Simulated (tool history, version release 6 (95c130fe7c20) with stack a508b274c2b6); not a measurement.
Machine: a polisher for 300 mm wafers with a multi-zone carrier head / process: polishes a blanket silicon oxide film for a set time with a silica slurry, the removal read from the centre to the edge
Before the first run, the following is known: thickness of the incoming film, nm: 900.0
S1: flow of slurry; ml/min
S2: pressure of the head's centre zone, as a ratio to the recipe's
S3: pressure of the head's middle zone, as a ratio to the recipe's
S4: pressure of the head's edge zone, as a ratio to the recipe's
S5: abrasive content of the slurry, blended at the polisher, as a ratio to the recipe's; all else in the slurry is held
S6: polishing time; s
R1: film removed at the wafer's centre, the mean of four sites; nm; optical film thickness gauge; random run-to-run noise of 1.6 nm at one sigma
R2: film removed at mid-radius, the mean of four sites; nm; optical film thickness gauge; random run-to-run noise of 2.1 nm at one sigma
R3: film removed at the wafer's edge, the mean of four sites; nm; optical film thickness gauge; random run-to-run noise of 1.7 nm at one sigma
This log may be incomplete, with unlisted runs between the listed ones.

{"run": 1, "hour": 0.0, "S1": 205, "S2": 1.0, "S3": 1.0, "S4": 1.0, "S5": 1.0, "S6": 86, "R1": 343.99, "R2": 313.79, "R3": 318.98}
{"run": 2, "hour": 3.1, "S1": 205, "S2": 1.0, "S3": 0.96, "S4": 1.0, "S5": 1.0, "S6": 86, "R1": 345.21, "R2": 307.2, "R3": 320.48}
{"run": 3, "hour": 5.5, "S1": 205, "S2": 1.0, "S3": 0.96, "S4": 0.97, "S5": 0.9, "S6": 82, "R1": 309.79, "R2": 279.51, "R3": 279.99}
{"run": 4, "hour": 7.5, "S1": 205, "S2": 1.06, "S3": 0.96, "S4": 0.97, "S5": 0.9, "S6": 82, "R1": 327.34, "R2": 280.33, "R3": 286.9}
{"run": 5, "hour": 13.4, "S1": 225, "S2": 1.06, "S3": 0.96, "S4": 0.97, "S5": 0.9, "S6": 82, "R1": 332.39, "R2": 281.06, "R3": 285.29}
{"run": 6, "hour": 16.6, "S1": 230, "S2": 1.04, "S3": 0.94, "S4": 0.95, "S5": 0.85, "S6": 80, "R1": 307.91, "R2": 254.76, "R3": 265.95}
{"run": 7, "hour": 25.5, "S1": 230, "S2": 1.02, "S3": 0.94, "S4": 0.93, "S5": 0.8, "S6": 79, "R1": 284.33, "R2": 246.98, "R3": 252.85}
{"run": 8, "hour": 29.9, "S1": 230, "S2": 1.02, "S3": 0.94, "S4": 0.91, "S5": 0.75, "S6": 78, "R1": 274.03, "R2": 236.27, "R3": 237.98}
{"run": 9, "hour": 34.3, "S1": 230, "S2": 1.02, "S3": 0.94, "S4": 0.91, "S5": 0.75, "S6": 78, "R1": 271.84, "R2": 232.31, "R3": 232.92}
{"run": 10, "hour": 35.9, "S1": 230, "S2": 1.01, "S3": 0.94, "S4": 0.9, "S5": 0.7, "S6": 78, "R1": 260.27, "R2": 225.36, "R3": 229.3}

What will run 11 give?
{"hour": 44.1, "done": "centre zone pressure recalibrated"}
{"run": 11, "hour": 44.1, "S1": 235, "S2": 1.01, "S3": 0.95, "S4": 0.89, "S5": 0.65, "S6": 77, "R1": "?", "R2": "?", "R3": "?"}

R1: 228.19 nm
R2: 214.23 nm
R3: 206.07 nm
